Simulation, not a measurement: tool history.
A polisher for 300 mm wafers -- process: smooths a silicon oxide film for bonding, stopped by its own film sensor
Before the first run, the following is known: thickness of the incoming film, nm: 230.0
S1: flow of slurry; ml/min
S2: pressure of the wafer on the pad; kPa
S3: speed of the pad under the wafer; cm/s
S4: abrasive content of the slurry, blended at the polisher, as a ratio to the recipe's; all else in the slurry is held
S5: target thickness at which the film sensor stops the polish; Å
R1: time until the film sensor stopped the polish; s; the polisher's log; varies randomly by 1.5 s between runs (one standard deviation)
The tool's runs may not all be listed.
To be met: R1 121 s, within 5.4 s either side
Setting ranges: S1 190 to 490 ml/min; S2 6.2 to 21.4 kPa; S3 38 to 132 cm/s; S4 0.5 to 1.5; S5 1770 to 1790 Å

Run 1, hour 0: S1 315 ml/min, S2 13.8 kPa, S3 84 cm/s, S4 1, S5 1790 Å. Result: R1 90.345 s.
Run 2, hour 0.9: S1 315 ml/min, S2 13.1 kPa, S3 84 cm/s, S4 1, S5 1790 Å. Result: R1 95.259 s.
Run 3, hour 3.6: S1 315 ml/min, S2 13.1 kPa, S3 84 cm/s, S4 0.85, S5 1790 Å. Result: R1 101.29 s.
Run 4, hour 5.4: S1 315 ml/min, S2 13.1 kPa, S3 92 cm/s, S4 0.85, S5 1790 Å. Result: R1 96.241 s.
Run 5, hour 11.6: S1 315 ml/min, S2 13.1 kPa, S3 82 cm/s, S4 0.85, S5 1790 Å. Result: R1 100.24 s.
Run 6, hour 19.4: S1 285 ml/min, S2 13.1 kPa, S3 82 cm/s, S4 0.85, S5 1790 Å. Result: R1 101.26 s.
Run 7, hour 26.3: S1 285 ml/min, S2 12.4 kPa, S3 82 cm/s, S4 0.85, S5 1790 Å. Result: R1 107.54 s.
Run 8, hour 27.2: S1 285 ml/min, S2 11.7 kPa, S3 82 cm/s, S4 0.85, S5 1790 Å. Result: R1 113.13 s.

Below are 5 possible settings for the next run. Only one of them brings all results inside the allowed miss of their targets. Which is it?
Run A, hour 28.1: S1 320 ml/min, S2 13.1 kPa, S3 90 cm/s, S4 0.7, S5 1790 Å. Result: R1 ?.
Run B, hour 28.1: S1 365 ml/min, S2 13.1 kPa, S3 62 cm/s, S4 0.85, S5 1770 Å. Result: R1 ?.
Run C, hour 28.1: S1 190 ml/min, S2 15.9 kPa, S3 80 cm/s, S4 0.65, S5 1790 Å. Result: R1 ?.
Run D, hour 28.1: S1 285 ml/min, S2 11.7 kPa, S3 56 cm/s, S4 0.9, S5 1770 Å. Result: R1 ?.
Run E, hour 28.1: S1 265 ml/min, S2 15.2 kPa, S3 58 cm/s, S4 0.95, S5 1770 Å. Result: R1 ?.

move      R1
   A  104.53
   B  117.45
   C   99.87
   D  135.67
   E  102.39
A: misses by more than the last run did
B: each result inside its tolerance
C: misses by more than the last run did
D: pushes the last run's worst result past its target
E: misses by more than the last run did
Answer: B
